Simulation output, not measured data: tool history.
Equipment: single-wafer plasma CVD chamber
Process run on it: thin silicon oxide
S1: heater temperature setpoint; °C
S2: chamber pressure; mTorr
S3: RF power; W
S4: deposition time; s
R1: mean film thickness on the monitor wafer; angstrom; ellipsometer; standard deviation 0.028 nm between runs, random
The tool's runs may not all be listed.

run	hour	S1	S2	S3	S4	R1
1	0	410	808	360	8.07	149.67
2	5.7	410	808	360	8.07	149.28
3	11.3	402	808	360	8.07	150.47
4	17.1	402	790	360	8.07	146.51
5	25	402	790	340	8.07	144.03
6	28	396	790	340	8.07	144.7
7	33.5	396	777	340	8.07	141.67
8	42.3	396	766	340	8.07	140.01

Predict the results of run 9:
9	50	396	757	340	8.07	?

R1: 138.07 angstrom

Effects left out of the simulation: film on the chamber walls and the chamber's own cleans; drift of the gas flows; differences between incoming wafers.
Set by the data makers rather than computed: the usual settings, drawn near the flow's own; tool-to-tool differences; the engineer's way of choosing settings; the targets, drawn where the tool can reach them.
